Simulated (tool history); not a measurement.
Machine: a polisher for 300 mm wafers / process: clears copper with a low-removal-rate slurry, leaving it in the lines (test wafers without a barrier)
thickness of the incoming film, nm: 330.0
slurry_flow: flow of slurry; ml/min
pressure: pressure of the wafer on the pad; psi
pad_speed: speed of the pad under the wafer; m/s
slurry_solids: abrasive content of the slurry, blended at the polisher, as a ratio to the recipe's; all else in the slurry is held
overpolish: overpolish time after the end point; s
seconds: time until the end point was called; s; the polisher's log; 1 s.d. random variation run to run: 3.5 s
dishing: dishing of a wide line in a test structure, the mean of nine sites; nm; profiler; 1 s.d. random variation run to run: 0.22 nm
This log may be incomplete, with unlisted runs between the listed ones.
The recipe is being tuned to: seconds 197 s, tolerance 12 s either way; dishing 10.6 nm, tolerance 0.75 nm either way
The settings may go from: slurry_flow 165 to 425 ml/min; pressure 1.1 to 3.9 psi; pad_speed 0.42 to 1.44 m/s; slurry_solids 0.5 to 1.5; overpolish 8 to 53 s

Run 1, hour 0: slurry_flow 275 ml/min, pressure 2.5 psi, pad_speed 0.92 m/s, slurry_solids 1, overpolish 27 s. Result: seconds 146.8 s, dishing 42.896 nm.
Run 2, hour 1.7: slurry_flow 275 ml/min, pressure 2.5 psi, pad_speed 0.92 m/s, slurry_solids 0.8, overpolish 27 s. Result: seconds 160.56 s, dishing 40.997 nm.
Run 3, hour 4.7: slurry_flow 275 ml/min, pressure 2.3 psi, pad_speed 0.92 m/s, slurry_solids 0.8, overpolish 27 s. Result: seconds 166.31 s, dishing 38.055 nm.
Run 4, hour 6.7: slurry_flow 340 ml/min, pressure 2.3 psi, pad_speed 0.92 m/s, slurry_solids 0.8, overpolish 27 s. Result: seconds 166.68 s, dishing 38.275 nm.
Run 5, hour 12.8: slurry_flow 350 ml/min, pressure 2.2 psi, pad_speed 0.9 m/s, slurry_solids 0.85, overpolish 25 s. Result: seconds 181.01 s, dishing 34.274 nm.
Run 6, hour 16.3: slurry_flow 350 ml/min, pressure 1.6 psi, pad_speed 0.9 m/s, slurry_solids 0.85, overpolish 25 s. Result: seconds 240.58 s, dishing 25.645 nm.
Run 7, hour 22.8: slurry_flow 330 ml/min, pressure 1.5 psi, pad_speed 0.92 m/s, slurry_solids 0.85, overpolish 23 s. Result: seconds 258.7 s, dishing 22.183 nm.
Run 8, hour 31.6: slurry_flow 315 ml/min, pressure 1.5 psi, pad_speed 0.98 m/s, slurry_solids 0.85, overpolish 21 s. Result: seconds 237.87 s, dishing 20.948 nm.
Run 9, hour 40.3: slurry_flow 300 ml/min, pressure 1.5 psi, pad_speed 1.02 m/s, slurry_solids 0.8, overpolish 20 s. Result: seconds 238.48 s, dishing 20.733 nm.
Run 10, hour 45.9: slurry_flow 285 ml/min, pressure 1.5 psi, pad_speed 1.04 m/s, slurry_solids 0.85, overpolish 19 s. Result: seconds 231.47 s, dishing 20.619 nm.
Run 11, hour 50.8: slurry_flow 275 ml/min, pressure 1.5 psi, pad_speed 1.08 m/s, slurry_solids 0.8, overpolish 18 s. Result: seconds 228.26 s, dishing 19.823 nm.
Run 12, hour 58.8: slurry_flow 275 ml/min, pressure 1.5 psi, pad_speed 1.08 m/s, slurry_solids 0.8, overpolish 18 s. Result: seconds 231.33 s, dishing 19.636 nm.
Run 13, hour 61.1: slurry_flow 265 ml/min, pressure 1.5 psi, pad_speed 1.12 m/s, slurry_solids 0.8, overpolish 17 s. Result: seconds 222.75 s, dishing 19.054 nm.
Run 14, hour 68.3: slurry_flow 255 ml/min, pressure 1.5 psi, pad_speed 1.16 m/s, slurry_solids 0.8, overpolish 16 s. Result: seconds 218.94 s, dishing 18.18 nm.
Run 15, hour 74.9: slurry_flow 245 ml/min, pressure 1.5 psi, pad_speed 1.18 m/s, slurry_solids 0.8, overpolish 15 s. Result: seconds 222.23 s, dishing 17.933 nm.
Run 16, hour 78.7: slurry_flow 235 ml/min, pressure 1.5 psi, pad_speed 1.2 m/s, slurry_solids 0.8, overpolish 14 s. Result: seconds 215.37 s, dishing 15.961 nm.
Run 17, hour 79.9: slurry_flow 230 ml/min, pressure 1.5 psi, pad_speed 1.22 m/s, slurry_solids 0.85, overpolish 13 s. Result: seconds 213.27 s, dishing 15.699 nm.
Run 18, hour 84.9: slurry_flow 225 ml/min, pressure 1.5 psi, pad_speed 1.24 m/s, slurry_solids 0.9, overpolish 12 s. Result: seconds 206.57 s, dishing 15.457 nm.
Run 19, hour 88: slurry_flow 220 ml/min, pressure 1.5 psi, pad_speed 1.26 m/s, slurry_solids 0.95, overpolish 12 s. Result: seconds 203.74 s, dishing 15.668 nm.
Run 20, hour 95.6: slurry_flow 215 ml/min, pressure 1.5 psi, pad_speed 1.28 m/s, slurry_solids 1, overpolish 12 s. Result: seconds 196.25 s, dishing 15.694 nm.
Run 21, hour 100.3: slurry_flow 215 ml/min, pressure 1.5 psi, pad_speed 1.28 m/s, slurry_solids 1, overpolish 12 s. Result: seconds 195.36 s, dishing 15.867 nm.
Run 22, hour 107.8: slurry_flow 210 ml/min, pressure 1.5 psi, pad_speed 1.28 m/s, slurry_solids 1.05, overpolish 12 s. Result: seconds 199.12 s, dishing 15.661 nm.

Which single option among these 4 for the next run brings every result within its allowed miss of target? Just one does.
Run A, hour 115.3: slurry_flow 250 ml/min, pressure 1.6 psi, pad_speed 1.44 m/s, slurry_solids 1, overpolish 8 s. Result: seconds ?, dishing ?.
Run B, hour 115.3: slurry_flow 165 ml/min, pressure 1.7 psi, pad_speed 1.22 m/s, slurry_solids 0.85, overpolish 8 s. Result: seconds ?, dishing ?.
Run C, hour 115.3: slurry_flow 165 ml/min, pressure 1.4 psi, pad_speed 1.32 m/s, slurry_solids 1.2, overpolish 14 s. Result: seconds ?, dishing ?.
Run D, hour 115.3: slurry_flow 165 ml/min, pressure 1.8 psi, pad_speed 1.38 m/s, slurry_solids 0.9, overpolish 8 s. Result: seconds ?, dishing ?.

move  seconds  dishing
   A   165.49   12.544
   B   195.78   10.697
   C    201.4   17.569
   D   165.36   12.587
A: closer than the last run, but not yet in spec
B: hits every target within its allowed miss
C: the biggest miss grows against the last run
D: closer than the last run, but not yet in spec
B meets every target.

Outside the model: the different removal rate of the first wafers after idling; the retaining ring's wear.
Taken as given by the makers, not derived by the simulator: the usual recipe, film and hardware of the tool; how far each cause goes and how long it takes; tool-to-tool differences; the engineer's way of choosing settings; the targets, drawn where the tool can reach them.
